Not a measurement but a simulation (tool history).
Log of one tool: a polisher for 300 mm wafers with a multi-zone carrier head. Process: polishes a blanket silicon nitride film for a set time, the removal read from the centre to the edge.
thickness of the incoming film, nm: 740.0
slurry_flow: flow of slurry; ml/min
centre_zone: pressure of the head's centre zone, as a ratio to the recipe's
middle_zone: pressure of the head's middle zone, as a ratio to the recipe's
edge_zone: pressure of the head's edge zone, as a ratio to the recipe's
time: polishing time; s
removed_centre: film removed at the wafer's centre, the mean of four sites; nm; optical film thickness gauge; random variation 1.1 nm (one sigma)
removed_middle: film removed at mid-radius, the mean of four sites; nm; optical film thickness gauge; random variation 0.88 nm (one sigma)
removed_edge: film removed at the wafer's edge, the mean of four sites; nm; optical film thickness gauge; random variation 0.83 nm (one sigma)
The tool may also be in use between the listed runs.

run,hour,slurry_flow,centre_zone,middle_zone,edge_zone,time,removed_centre,removed_middle,removed_edge
1,0,155,1,1,1,69,131.17,129.61,129.24
2,2,150,0.99,0.98,0.97,62,117.8,114.26,117.19
3,6.6,150,0.99,0.98,0.97,50,96.029,91.901,93.356
4,7.5,150,0.99,0.98,0.97,62,116.44,115.95,115.65
5,15.1,150,0.99,0.98,0.97,52,101.56,96.44,97.222
6,21.9,150,0.99,1.05,0.97,52,98.05,99.996,97.144
7,28.9,145,0.98,1.04,0.97,49,90.747,94.811,90.526
8,30.6,140,0.98,1.02,0.97,47,85.679,87.752,88.173

The next listed run, before its measurement:
9,39.4,135,0.99,1.02,0.96,46,?,?,?

removed_centre: 85.176 nm
removed_middle: 86.485 nm
removed_edge: 83.197 nm
